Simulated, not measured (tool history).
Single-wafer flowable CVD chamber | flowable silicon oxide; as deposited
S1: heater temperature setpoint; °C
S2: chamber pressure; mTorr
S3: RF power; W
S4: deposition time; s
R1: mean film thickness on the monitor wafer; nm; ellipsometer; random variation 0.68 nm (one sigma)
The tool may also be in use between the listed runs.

run 1 hour=0 | S1=100 S2=971 S3=2320 S4=600 | R1=484.1
run 2 hour=5.4 | S1=94 S2=971 S3=2320 S4=600 | R1=595.37
run 3 hour=6.7 | S1=94 S2=971 S3=2470 S4=600 | R1=604.04
run 4 hour=10.3 | S1=102 S2=970 S3=2470 S4=600 | R1=460.28
run 5 hour=13.7 | S1=102 S2=858 S3=2470 S4=600 | R1=409.6
run 6 hour=19.1 | S1=107 S2=857 S3=2470 S4=600 | R1=342.98
run 7 hour=23.6 | S1=110 S2=856 S3=2470 S4=600 | R1=307.23
run 8 hour=26.7 | S1=112 S2=856 S3=2470 S4=600 | R1=290.1
run 9 hour=33.9 | S1=114 S2=856 S3=2470 S4=600 | R1=271.17

The next listed run, before its measurement:
run 10 hour=36 | S1=115 S2=856 S3=2470 S4=600 | R1=?

Run 10 gave R1 263.11 nm.

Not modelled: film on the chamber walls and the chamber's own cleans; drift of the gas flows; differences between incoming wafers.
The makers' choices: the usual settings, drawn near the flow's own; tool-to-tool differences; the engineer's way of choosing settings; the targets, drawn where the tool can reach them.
